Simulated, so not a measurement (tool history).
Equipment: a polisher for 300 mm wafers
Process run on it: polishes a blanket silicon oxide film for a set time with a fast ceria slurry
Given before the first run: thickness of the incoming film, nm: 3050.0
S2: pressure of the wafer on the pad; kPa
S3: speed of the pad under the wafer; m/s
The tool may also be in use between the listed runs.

{"run": 1, "hour": 0.0, "flow of slurry (ml/min)": 185, "S2": 22.8, "S3": 1.14, "polishing time (s)": 35, "film removed (angstrom)": 6105.3}
{"run": 2, "hour": 6.0, "flow of slurry (ml/min)": 185, "S2": 22.8, "S3": 0.94, "polishing time (s)": 35, "film removed (angstrom)": 5247.9}
{"run": 3, "hour": 14.7, "flow of slurry (ml/min)": 185, "S2": 19.3, "S3": 0.94, "polishing time (s)": 35, "film removed (angstrom)": 4515.6}
{"run": 4, "hour": 23.4, "flow of slurry (ml/min)": 185, "S2": 19.3, "S3": 1.18, "polishing time (s)": 35, "film removed (angstrom)": 5434.9}
{"run": 5, "hour": 28.3, "flow of slurry (ml/min)": 185, "S2": 14.5, "S3": 1.18, "polishing time (s)": 35, "film removed (angstrom)": 4184.8}
{"run": 6, "hour": 35.6, "flow of slurry (ml/min)": 165, "S2": 14.5, "S3": 1.18, "polishing time (s)": 35, "film removed (angstrom)": 4058.6}
{"run": 7, "hour": 36.6, "flow of slurry (ml/min)": 190, "S2": 16.5, "S3": 1.18, "polishing time (s)": 35, "film removed (angstrom)": 4767.9}
{"run": 8, "hour": 37.4, "flow of slurry (ml/min)": 210, "S2": 17.9, "S3": 1.18, "polishing time (s)": 35, "film removed (angstrom)": 5147}

Expected results for the next run?
{"run": 9, "hour": 45.1, "flow of slurry (ml/min)": 225, "S2": 19.3, "S3": 1.18, "polishing time (s)": 35, "film removed (angstrom)": "?"}

film removed (angstrom): 5611.7
